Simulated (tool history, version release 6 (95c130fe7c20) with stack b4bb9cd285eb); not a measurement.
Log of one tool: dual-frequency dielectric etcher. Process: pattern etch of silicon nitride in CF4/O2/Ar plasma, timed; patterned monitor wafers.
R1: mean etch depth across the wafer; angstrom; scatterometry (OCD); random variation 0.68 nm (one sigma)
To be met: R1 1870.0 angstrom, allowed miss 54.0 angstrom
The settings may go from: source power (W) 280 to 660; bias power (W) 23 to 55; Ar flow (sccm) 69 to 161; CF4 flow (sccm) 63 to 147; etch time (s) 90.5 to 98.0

run 1 hour=0.0 | source_power_(W)=470 bias_power_(W)=39 Ar_flow_(sccm)=115 CF4_flow_(sccm)=105 etch_time_(s)=98.0 | R1=1602.8
run 2 hour=8.9 | source_power_(W)=470 bias_power_(W)=39 Ar_flow_(sccm)=95 CF4_flow_(sccm)=105 etch_time_(s)=98.0 | R1=1641.0
run 3 hour=10.8 | source_power_(W)=470 bias_power_(W)=39 Ar_flow_(sccm)=95 CF4_flow_(sccm)=105 etch_time_(s)=98.0 | R1=1630.6
run 4 hour=15.9 | source_power_(W)=470 bias_power_(W)=42 Ar_flow_(sccm)=95 CF4_flow_(sccm)=105 etch_time_(s)=98.0 | R1=1669.9
run 5 hour=18.3 | source_power_(W)=480 bias_power_(W)=42 Ar_flow_(sccm)=95 CF4_flow_(sccm)=105 etch_time_(s)=98.0 | R1=1698.9
run 6 hour=26.7 | source_power_(W)=490 bias_power_(W)=42 Ar_flow_(sccm)=95 CF4_flow_(sccm)=105 etch_time_(s)=98.0 | R1=1709.2
run 7 hour=34.0 | source_power_(W)=500 bias_power_(W)=42 Ar_flow_(sccm)=95 CF4_flow_(sccm)=105 etch_time_(s)=98.0 | R1=1715.6
run 8 hour=38.9 | source_power_(W)=510 bias_power_(W)=42 Ar_flow_(sccm)=95 CF4_flow_(sccm)=105 etch_time_(s)=98.0 | R1=1728.5
run 9 hour=39.9 | source_power_(W)=520 bias_power_(W)=42 Ar_flow_(sccm)=95 CF4_flow_(sccm)=105 etch_time_(s)=98.0 | R1=1763.6
run 10 hour=42.6 | source_power_(W)=530 bias_power_(W)=42 Ar_flow_(sccm)=95 CF4_flow_(sccm)=105 etch_time_(s)=98.0 | R1=1772.1
run 11 hour=44.0 | source_power_(W)=540 bias_power_(W)=42 Ar_flow_(sccm)=95 CF4_flow_(sccm)=105 etch_time_(s)=98.0 | R1=1788.6

4 next moves are on the table. One of them brings every result within its allowed miss. Which?
run A hour=45.4 | source_power_(W)=580 bias_power_(W)=41 Ar_flow_(sccm)=89 CF4_flow_(sccm)=103 etch_time_(s)=98.0 | R1=?
run B hour=45.4 | source_power_(W)=520 bias_power_(W)=39 Ar_flow_(sccm)=102 CF4_flow_(sccm)=110 etch_time_(s)=94.0 | R1=?
run C hour=45.4 | source_power_(W)=560 bias_power_(W)=44 Ar_flow_(sccm)=97 CF4_flow_(sccm)=84 etch_time_(s)=92.0 | R1=?
run D hour=45.4 | source_power_(W)=540 bias_power_(W)=39 Ar_flow_(sccm)=85 CF4_flow_(sccm)=112 etch_time_(s)=90.5 | R1=?

move=A R1=1849.1
move=B R1=1647.5
move=C R1=1677.6
move=D R1=1648.5
A: meets every target
B: further off than the last run
C: further off than the last run
D: further off than the last run
Move A is the one to make.
